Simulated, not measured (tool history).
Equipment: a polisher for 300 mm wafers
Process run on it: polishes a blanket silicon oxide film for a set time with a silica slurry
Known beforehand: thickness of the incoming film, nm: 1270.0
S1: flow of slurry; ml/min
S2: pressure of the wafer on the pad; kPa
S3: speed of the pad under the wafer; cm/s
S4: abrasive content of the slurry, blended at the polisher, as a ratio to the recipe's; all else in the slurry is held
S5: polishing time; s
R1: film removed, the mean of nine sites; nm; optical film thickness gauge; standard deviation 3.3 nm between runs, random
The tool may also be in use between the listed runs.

run	day	S1	S2	S3	S4	S5	R1
1	0.000	190	29.6	150	1.00	84	304.72
2	0.217	150	29.6	150	1.00	84	292.67
3	0.425	150	29.6	150	0.85	84	280.57
4	0.738	185	29.6	150	0.85	84	291.08
5	0.958	185	29.6	150	0.85	84	288.49
6	1.300	185	29.6	116	0.85	84	254.26
7	1.388	185	29.6	116	0.85	84	255.88
8	1.683	190	31.0	116	0.85	84	267.74
9	1.971	195	32.4	116	0.85	84	274.07
10	2.317	200	34.5	118	0.85	84	294.77
11	2.496	205	35.9	118	0.85	84	305.05
12	2.558	210	37.2	120	0.85	84	321.68
13	2.725	215	38.6	120	0.85	84	327.27
14	2.925	215	38.6	120	0.85	84	329.27
15	3.167	235	46.2	122	0.85	84	386.14
16	3.496	235	46.2	124	0.85	84	388.84

Forecast run 17:
17	3.758	235	46.2	126	0.85	84	?

Logged for run 17: R1 388.31 nm.
